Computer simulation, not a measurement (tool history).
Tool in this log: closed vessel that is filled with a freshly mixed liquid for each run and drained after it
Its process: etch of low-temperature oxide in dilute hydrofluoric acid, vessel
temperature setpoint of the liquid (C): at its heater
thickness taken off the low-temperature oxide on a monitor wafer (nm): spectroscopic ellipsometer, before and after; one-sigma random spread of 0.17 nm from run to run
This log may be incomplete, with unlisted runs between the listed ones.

| run | hour | temperature setpoint of the liquid (C) | parts of water to one part of 49 % hydrofluoric acid (parts by volume) | time in the liquid (s) | thickness taken off the low-temperature oxide on a monitor wafer (nm) |
|---|---|---|---|---|---|
| 1 | 0.0 | 21.0 | 245 | 495 | 25.258 |
| 2 | 4.5 | 22.5 | 240 | 495 | 27.363 |
| 3 | 10.0 | 24.0 | 235 | 495 | 29.632 |
| 4 | 11.3 | 24.0 | 305 | 495 | 21.124 |
| 5 | 17.4 | 25.0 | 290 | 495 | 23.318 |
| 6 | 26.7 | 27.0 | 290 | 495 | 24.903 |

Run 7 comes next. What will it give?
| 7 | 27.7 | 29.0 | 220 | 495 | ? |

Run 7 gave thickness taken off the low-temperature oxide on a monitor wafer (nm) 38.065.

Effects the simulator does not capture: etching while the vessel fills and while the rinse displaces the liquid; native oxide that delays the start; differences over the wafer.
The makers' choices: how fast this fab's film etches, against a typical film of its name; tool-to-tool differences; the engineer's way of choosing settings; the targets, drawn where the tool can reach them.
